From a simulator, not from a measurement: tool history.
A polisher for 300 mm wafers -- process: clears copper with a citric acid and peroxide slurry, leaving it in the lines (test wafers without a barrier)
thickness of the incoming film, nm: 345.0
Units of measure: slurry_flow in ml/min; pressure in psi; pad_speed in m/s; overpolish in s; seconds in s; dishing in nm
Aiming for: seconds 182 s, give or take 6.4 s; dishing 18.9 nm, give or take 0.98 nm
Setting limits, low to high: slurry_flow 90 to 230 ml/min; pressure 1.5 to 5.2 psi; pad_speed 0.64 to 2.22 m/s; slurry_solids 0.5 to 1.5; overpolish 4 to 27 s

run 1 hour=0 | slurry_flow=150 pressure=3.3 pad_speed=1.42 slurry_solids=1 overpolish=14 | seconds=103.67 dishing=29.814
run 2 hour=6.4 | slurry_flow=150 pressure=3.3 pad_speed=1.78 slurry_solids=1 overpolish=14 | seconds=84.257 dishing=35.619
run 3 hour=14.6 | slurry_flow=150 pressure=3.3 pad_speed=1.78 slurry_solids=1 overpolish=17 | seconds=84.148 dishing=41.235
run 4 hour=19.8 | slurry_flow=150 pressure=2.9 pad_speed=1.78 slurry_solids=1 overpolish=17 | seconds=91.435 dishing=37.362
run 5 hour=22.1 | slurry_flow=145 pressure=2.5 pad_speed=1.62 slurry_solids=1 overpolish=17 | seconds=109.86 dishing=31.325
run 6 hour=24.4 | slurry_flow=145 pressure=2.2 pad_speed=1.48 slurry_solids=1 overpolish=17 | seconds=131.28 dishing=28.116
run 7 hour=27.8 | slurry_flow=145 pressure=2 pad_speed=1.42 slurry_solids=1 overpolish=16 | seconds=143.97 dishing=24.343
run 8 hour=31.7 | slurry_flow=145 pressure=1.9 pad_speed=1.38 slurry_solids=1 overpolish=16 | seconds=155.22 dishing=23.012
run 9 hour=36.8 | slurry_flow=145 pressure=1.8 pad_speed=1.36 slurry_solids=1 overpolish=16 | seconds=161.32 dishing=21.995
run 10 hour=40.5 | slurry_flow=145 pressure=1.7 pad_speed=1.34 slurry_solids=1 overpolish=16 | seconds=169.98 dishing=20.936
run 11 hour=49.1 | slurry_flow=145 pressure=1.6 pad_speed=1.34 slurry_solids=1 overpolish=16 | seconds=175.96 dishing=20.395

4 next moves are on the table. One of them brings every result within its allowed miss. Which?
run A hour=57.7 | slurry_flow=160 pressure=1.5 pad_speed=1.32 slurry_solids=1.05 overpolish=13 | seconds=? dishing=?
run B hour=57.7 | slurry_flow=150 pressure=1.6 pad_speed=1.4 slurry_solids=0.95 overpolish=17 | seconds=? dishing=?
run C hour=57.7 | slurry_flow=145 pressure=1.5 pad_speed=1.38 slurry_solids=0.95 overpolish=15 | seconds=? dishing=?
run D hour=57.7 | slurry_flow=160 pressure=1.7 pad_speed=1.32 slurry_solids=1 overpolish=14 | seconds=? dishing=?

move=A seconds=178.42 dishing=16.694
move=B seconds=168.55 dishing=22.283
move=C seconds=177.84 dishing=19.027
move=D seconds=168.68 dishing=18.798
A: moves the result that the last run missed by most past its target, out the other side
B: misses by more than the last run did
C: every result lands within tolerance
D: meets the target for the result that was furthest off, but another lies outside its allowed miss
C is the move that brings every result within its allowed miss.
